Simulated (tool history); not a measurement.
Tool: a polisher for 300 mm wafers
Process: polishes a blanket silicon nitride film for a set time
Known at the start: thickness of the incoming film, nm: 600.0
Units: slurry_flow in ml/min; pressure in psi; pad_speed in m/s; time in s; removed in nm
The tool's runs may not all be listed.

| run | hour | slurry_flow | pressure | pad_speed | time | removed |
|---|---|---|---|---|---|---|
| 1 | 0 | 200 | 3.5 | 1.06 | 64 | 103.17 |
| 2 | 5.1 | 200 | 4.1 | 1.06 | 64 | 115.56 |
| 3 | 13.7 | 205 | 4.3 | 1.1 | 64 | 123.06 |
| 4 | 22.3 | 205 | 4.3 | 1.22 | 64 | 135.23 |
| 5 | 25.8 | 205 | 4.3 | 1.36 | 64 | 145.66 |
| 6 | 26.4 | 205 | 4.3 | 1.62 | 64 | 171.08 |
| 7 | 34 | 205 | 4.4 | 1.62 | 64 | 173.67 |

Forecast run 8:
| 8 | 35.8 | 210 | 4.5 | 1.62 | 64 | ? |

Run 8 gave removed 177.74 nm.
